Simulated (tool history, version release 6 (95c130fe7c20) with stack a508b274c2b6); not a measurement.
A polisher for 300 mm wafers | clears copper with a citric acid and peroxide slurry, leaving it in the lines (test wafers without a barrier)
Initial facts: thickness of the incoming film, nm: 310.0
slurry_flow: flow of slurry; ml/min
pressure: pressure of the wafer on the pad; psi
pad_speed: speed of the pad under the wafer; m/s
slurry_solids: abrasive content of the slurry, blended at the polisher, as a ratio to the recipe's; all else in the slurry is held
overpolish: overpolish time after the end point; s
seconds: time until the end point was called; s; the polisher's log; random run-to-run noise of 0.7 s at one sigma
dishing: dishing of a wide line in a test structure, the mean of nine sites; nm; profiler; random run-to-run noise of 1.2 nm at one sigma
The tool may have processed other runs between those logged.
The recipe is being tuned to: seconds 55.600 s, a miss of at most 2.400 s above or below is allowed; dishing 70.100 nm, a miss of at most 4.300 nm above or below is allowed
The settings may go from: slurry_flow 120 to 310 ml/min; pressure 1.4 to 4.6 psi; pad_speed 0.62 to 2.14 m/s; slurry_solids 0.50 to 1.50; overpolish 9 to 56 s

| run | hour | slurry_flow | pressure | pad_speed | slurry_solids | overpolish | seconds | dishing |
|---|---|---|---|---|---|---|---|---|
| 1 | 0.0 | 200 | 3.0 | 1.38 | 1.00 | 29 | 94.507 | 65.251 |
| 2 | 0.8 | 200 | 3.0 | 1.18 | 1.00 | 29 | 110.630 | 59.787 |
| 3 | 4.2 | 200 | 3.3 | 1.22 | 1.00 | 26 | 98.499 | 60.216 |
| 4 | 13.1 | 200 | 3.3 | 1.36 | 1.00 | 26 | 88.470 | 64.463 |
| 5 | 20.1 | 200 | 3.5 | 1.38 | 1.00 | 24 | 83.590 | 64.161 |
| 6 | 20.8 | 200 | 3.5 | 1.38 | 1.15 | 24 | 80.269 | 65.099 |
| 7 | 27.0 | 205 | 3.7 | 1.40 | 1.15 | 23 | 74.215 | 69.812 |
| 8 | 34.6 | 205 | 3.8 | 1.42 | 1.15 | 21 | 70.082 | 66.058 |
| 9 | 43.3 | 210 | 4.6 | 1.44 | 1.15 | 18 | 57.329 | 69.790 |

Which one of the following 5 next-run settings gets every result inside its allowed miss? There is exactly one.
| A | 52.0 | 210 | 4.0 | 1.58 | 1.25 | 23 | ? | ? |
| B | 52.0 | 225 | 4.2 | 1.60 | 1.25 | 18 | ? | ? |
| C | 52.0 | 195 | 4.0 | 1.68 | 1.15 | 22 | ? | ? |
| D | 52.0 | 200 | 4.6 | 1.34 | 1.25 | 18 | ? | ? |
| E | 52.0 | 225 | 4.3 | 1.54 | 1.05 | 22 | ? | ? |

| move | seconds | dishing |
|---|---|---|
| A | 58.391 | 78.251 |
| B | 54.492 | 69.253 |
| C | 56.439 | 77.674 |
| D | 60.216 | 64.639 |
| E | 57.080 | 77.536 |
A: moves away from the targets compared with the last run
B: in spec on every target
C: gets the furthest-off result to its target, but another result is out of tolerance
D: moves away from the targets compared with the last run
E: gets the furthest-off result to its target, but another result is out of tolerance
Correct choice: B, which meets every target

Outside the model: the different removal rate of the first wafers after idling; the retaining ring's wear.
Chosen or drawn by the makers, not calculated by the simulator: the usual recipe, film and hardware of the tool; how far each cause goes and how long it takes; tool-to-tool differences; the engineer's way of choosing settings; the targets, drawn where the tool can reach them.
